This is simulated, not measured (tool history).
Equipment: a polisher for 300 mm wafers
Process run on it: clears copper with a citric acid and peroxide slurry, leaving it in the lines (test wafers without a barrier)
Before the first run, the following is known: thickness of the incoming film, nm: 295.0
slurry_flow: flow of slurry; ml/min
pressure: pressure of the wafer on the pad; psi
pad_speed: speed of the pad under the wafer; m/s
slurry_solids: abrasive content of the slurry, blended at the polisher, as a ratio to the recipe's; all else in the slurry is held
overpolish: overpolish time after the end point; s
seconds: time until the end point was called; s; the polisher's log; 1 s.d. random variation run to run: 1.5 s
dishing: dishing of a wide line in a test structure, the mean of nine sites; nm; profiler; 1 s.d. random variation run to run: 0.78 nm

run 1 hour=0 | slurry_flow=310 pressure=2.6 pad_speed=1.4 slurry_solids=1 overpolish=20 | seconds=128.09 dishing=25.692
run 2 hour=4.5 | slurry_flow=310 pressure=2.7 pad_speed=1.4 slurry_solids=1 overpolish=21 | seconds=123.31 dishing=28.137
run 3 hour=5.2 | slurry_flow=310 pressure=2.8 pad_speed=1.4 slurry_solids=1 overpolish=21 | seconds=116.37 dishing=28.414
run 4 hour=8 | slurry_flow=310 pressure=2.8 pad_speed=1.4 slurry_solids=1 overpolish=13 | seconds=116.4 dishing=20.227
run 5 hour=9 | slurry_flow=310 pressure=2.9 pad_speed=1.4 slurry_solids=1 overpolish=14 | seconds=116.33 dishing=22.249
run 6 hour=16.7 | slurry_flow=310 pressure=2.9 pad_speed=1.4 slurry_solids=1.2 overpolish=14 | seconds=113.87 dishing=21.849
run 7 hour=19.4 | slurry_flow=310 pressure=3 pad_speed=1.4 slurry_solids=1.2 overpolish=15 | seconds=109.62 dishing=24.076
run 8 hour=25.3 | slurry_flow=310 pressure=3.1 pad_speed=1.4 slurry_solids=1.2 overpolish=16 | seconds=105.06 dishing=25.733
run 9 hour=33.1 | slurry_flow=310 pressure=3.2 pad_speed=1.4 slurry_solids=1.2 overpolish=17 | seconds=97.541 dishing=27.23

Run 10 comes next. What will it give?
run 10 hour=34.4 | slurry_flow=310 pressure=3.2 pad_speed=1.4 slurry_solids=1.2 overpolish=18 | seconds=? dishing=?

seconds: 98.308 s
dishing: 27.755 nm

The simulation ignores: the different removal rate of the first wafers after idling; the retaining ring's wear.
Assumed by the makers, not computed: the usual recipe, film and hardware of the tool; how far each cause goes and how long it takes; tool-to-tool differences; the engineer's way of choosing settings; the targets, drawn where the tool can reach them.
